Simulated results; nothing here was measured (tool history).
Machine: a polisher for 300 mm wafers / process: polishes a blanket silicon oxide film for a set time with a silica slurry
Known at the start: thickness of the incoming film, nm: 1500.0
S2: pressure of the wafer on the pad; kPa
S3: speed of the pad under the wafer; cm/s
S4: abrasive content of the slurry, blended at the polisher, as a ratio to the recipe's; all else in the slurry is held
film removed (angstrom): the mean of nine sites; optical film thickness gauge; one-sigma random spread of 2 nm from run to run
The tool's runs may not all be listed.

Run 1, hour 0: flow of slurry (ml/min) 185, S2 36.5 kPa, S3 92 cm/s, S4 1, polishing time (s) 112. Result: film removed (angstrom) 3199.7.
Run 2, hour 3.4: flow of slurry (ml/min) 185, S2 36.5 kPa, S3 82 cm/s, S4 1, polishing time (s) 112. Result: film removed (angstrom) 3013.8.
Run 3, hour 12.3: flow of slurry (ml/min) 185, S2 36.5 kPa, S3 82 cm/s, S4 1.2, polishing time (s) 112. Result: film removed (angstrom) 3134.5.
Run 4, hour 17: flow of slurry (ml/min) 185, S2 44.8 kPa, S3 82 cm/s, S4 1.2, polishing time (s) 112. Result: film removed (angstrom) 3877.9.
Run 5, hour 20: flow of slurry (ml/min) 180, S2 40 kPa, S3 82 cm/s, S4 1.2, polishing time (s) 112. Result: film removed (angstrom) 3402.6.
Run 6, hour 24.1: flow of slurry (ml/min) 180, S2 40 kPa, S3 82 cm/s, S4 1.35, polishing time (s) 112. Result: film removed (angstrom) 3627.2.

For run 7, what comes out?
Run 7, hour 33.1: flow of slurry (ml/min) 165, S2 29.6 kPa, S3 80 cm/s, S4 1.35, polishing time (s) 112. Result: film removed (angstrom) ?.

Run 7 produced film removed (angstrom) 2643.

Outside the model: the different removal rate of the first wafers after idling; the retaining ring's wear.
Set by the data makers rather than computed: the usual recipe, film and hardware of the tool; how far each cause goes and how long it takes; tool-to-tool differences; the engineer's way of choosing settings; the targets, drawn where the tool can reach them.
